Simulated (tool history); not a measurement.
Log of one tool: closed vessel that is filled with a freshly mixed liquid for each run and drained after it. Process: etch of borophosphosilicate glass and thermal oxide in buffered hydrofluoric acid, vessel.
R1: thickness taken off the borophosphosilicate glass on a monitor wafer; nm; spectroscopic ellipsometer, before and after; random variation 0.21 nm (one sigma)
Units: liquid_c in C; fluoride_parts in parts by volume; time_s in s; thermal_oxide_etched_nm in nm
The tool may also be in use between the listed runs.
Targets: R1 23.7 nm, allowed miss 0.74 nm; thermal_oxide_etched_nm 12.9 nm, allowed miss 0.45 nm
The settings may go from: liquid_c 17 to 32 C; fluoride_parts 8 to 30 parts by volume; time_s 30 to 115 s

run 1 day=0 | liquid_c=25 fluoride_parts=21.5 time_s=60 | R1=68.495 thermal_oxide_etched_nm=37.296
run 2 day=0.262 | liquid_c=23 fluoride_parts=23.5 time_s=55 | R1=53.365 thermal_oxide_etched_nm=28.819
run 3 day=0.396 | liquid_c=23 fluoride_parts=23.5 time_s=70 | R1=68.29 thermal_oxide_etched_nm=36.507
run 4 day=0.675 | liquid_c=23 fluoride_parts=28.5 time_s=70 | R1=59.777 thermal_oxide_etched_nm=32.231
run 5 day=0.829 | liquid_c=23 fluoride_parts=24.5 time_s=70 | R1=65.936 thermal_oxide_etched_nm=36.032
run 6 day=0.933 | liquid_c=23 fluoride_parts=24.5 time_s=50 | R1=47.543 thermal_oxide_etched_nm=25.57
run 7 day=1.121 | liquid_c=21.5 fluoride_parts=26 time_s=45 | R1=38.021 thermal_oxide_etched_nm=20.445
run 8 day=1.496 | liquid_c=20.5 fluoride_parts=27 time_s=45 | R1=34.836 thermal_oxide_etched_nm=18.641

4 next moves are on the table. One of them brings every result within its allowed miss. Which?
run A day=1.871 | liquid_c=18 fluoride_parts=29.5 time_s=35 | R1=? thermal_oxide_etched_nm=?
run B day=1.871 | liquid_c=22.5 fluoride_parts=30 time_s=30 | R1=? thermal_oxide_etched_nm=?
run C day=1.871 | liquid_c=20.5 fluoride_parts=30 time_s=30 | R1=? thermal_oxide_etched_nm=?
run D day=1.871 | liquid_c=19 fluoride_parts=27 time_s=30 | R1=? thermal_oxide_etched_nm=?

move=A R1=21.912 thermal_oxide_etched_nm=12.002
move=B R1=23.854 thermal_oxide_etched_nm=13.101
move=C R1=21.356 thermal_oxide_etched_nm=11.715
move=D R1=21.13 thermal_oxide_etched_nm=11.578
A: takes the result that was furthest off past its target
B: meets every target
C: takes the result that was furthest off past its target
D: takes the result that was furthest off past its target
The right move is B.

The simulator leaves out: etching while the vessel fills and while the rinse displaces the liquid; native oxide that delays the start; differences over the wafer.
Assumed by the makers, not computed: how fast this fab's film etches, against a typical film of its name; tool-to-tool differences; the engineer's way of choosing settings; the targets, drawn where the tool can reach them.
